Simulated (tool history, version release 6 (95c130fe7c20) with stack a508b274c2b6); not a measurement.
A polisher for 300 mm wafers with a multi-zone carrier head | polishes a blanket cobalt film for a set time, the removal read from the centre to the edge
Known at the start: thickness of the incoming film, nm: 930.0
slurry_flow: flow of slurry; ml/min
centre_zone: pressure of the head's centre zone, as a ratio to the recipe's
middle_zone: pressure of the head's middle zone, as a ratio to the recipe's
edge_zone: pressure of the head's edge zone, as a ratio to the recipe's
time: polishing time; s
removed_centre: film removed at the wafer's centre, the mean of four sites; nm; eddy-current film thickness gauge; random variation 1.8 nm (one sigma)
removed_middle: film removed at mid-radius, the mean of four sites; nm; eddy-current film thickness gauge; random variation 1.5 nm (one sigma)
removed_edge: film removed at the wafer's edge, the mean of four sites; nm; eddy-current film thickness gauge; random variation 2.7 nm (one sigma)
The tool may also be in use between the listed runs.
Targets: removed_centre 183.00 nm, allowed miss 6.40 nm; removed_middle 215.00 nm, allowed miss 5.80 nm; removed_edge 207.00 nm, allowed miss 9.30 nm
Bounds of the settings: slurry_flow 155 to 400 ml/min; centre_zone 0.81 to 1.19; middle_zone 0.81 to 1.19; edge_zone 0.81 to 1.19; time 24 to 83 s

{"run": 1, "day": 0.0, "slurry_flow": 255, "centre_zone": 1.0, "middle_zone": 1.0, "edge_zone": 1.0, "time": 53, "removed_centre": 307.2, "removed_middle": 311.11, "removed_edge": 306.57}
{"run": 2, "day": 0.2, "slurry_flow": 255, "centre_zone": 1.06, "middle_zone": 1.0, "edge_zone": 1.0, "time": 53, "removed_centre": 325.75, "removed_middle": 309.54, "removed_edge": 312.92}
{"run": 3, "day": 0.442, "slurry_flow": 250, "centre_zone": 1.03, "middle_zone": 0.99, "edge_zone": 1.0, "time": 51, "removed_centre": 299.96, "removed_middle": 293.62, "removed_edge": 297.68}
{"run": 4, "day": 0.588, "slurry_flow": 245, "centre_zone": 1.01, "middle_zone": 0.98, "edge_zone": 0.98, "time": 50, "removed_centre": 285.41, "removed_middle": 288.86, "removed_edge": 283.19}
{"run": 5, "day": 0.925, "slurry_flow": 240, "centre_zone": 0.99, "middle_zone": 0.96, "edge_zone": 0.98, "time": 49, "removed_centre": 278.99, "removed_middle": 280.98, "removed_edge": 287.49}
{"run": 6, "day": 0.962, "slurry_flow": 240, "centre_zone": 0.98, "middle_zone": 0.96, "edge_zone": 0.97, "time": 47, "removed_centre": 269.13, "removed_middle": 266.88, "removed_edge": 272.87}
{"run": 7, "day": 1.25, "slurry_flow": 190, "centre_zone": 0.88, "middle_zone": 1.03, "edge_zone": 0.92, "time": 33, "removed_centre": 159.48, "removed_middle": 188.33, "removed_edge": 181.94}
{"run": 8, "day": 1.575, "slurry_flow": 205, "centre_zone": 0.88, "middle_zone": 1.03, "edge_zone": 0.93, "time": 33, "removed_centre": 162.28, "removed_middle": 190.37, "removed_edge": 182.13}

Which of these 4 next moves meets every target?
{"run": "A", "day": 1.9, "slurry_flow": 235, "centre_zone": 0.93, "middle_zone": 1.06, "edge_zone": 1.0, "time": 28, "removed_centre": "?", "removed_middle": "?", "removed_edge": "?"}
{"run": "B", "day": 1.9, "slurry_flow": 155, "centre_zone": 0.93, "middle_zone": 0.82, "edge_zone": 0.97, "time": 37, "removed_centre": "?", "removed_middle": "?", "removed_edge": "?"}
{"run": "C", "day": 1.9, "slurry_flow": 175, "centre_zone": 0.87, "middle_zone": 1.07, "edge_zone": 0.9, "time": 30, "removed_centre": "?", "removed_middle": "?", "removed_edge": "?"}
{"run": "D", "day": 1.9, "slurry_flow": 175, "centre_zone": 0.88, "middle_zone": 1.03, "edge_zone": 0.91, "time": 38, "removed_centre": "?", "removed_middle": "?", "removed_edge": "?"}

move=A removed_centre=146.52 removed_middle=168.32 removed_edge=159.62
move=B removed_centre=177.83 removed_middle=179.09 removed_edge=197.89
move=C removed_centre=138.98 removed_middle=172.80 removed_edge=158.76
move=D removed_centre=178.05 removed_middle=214.05 removed_edge=201.95
A: further off than the last run
B: further off than the last run
C: further off than the last run
D: meets every target
Move D is the one to make.

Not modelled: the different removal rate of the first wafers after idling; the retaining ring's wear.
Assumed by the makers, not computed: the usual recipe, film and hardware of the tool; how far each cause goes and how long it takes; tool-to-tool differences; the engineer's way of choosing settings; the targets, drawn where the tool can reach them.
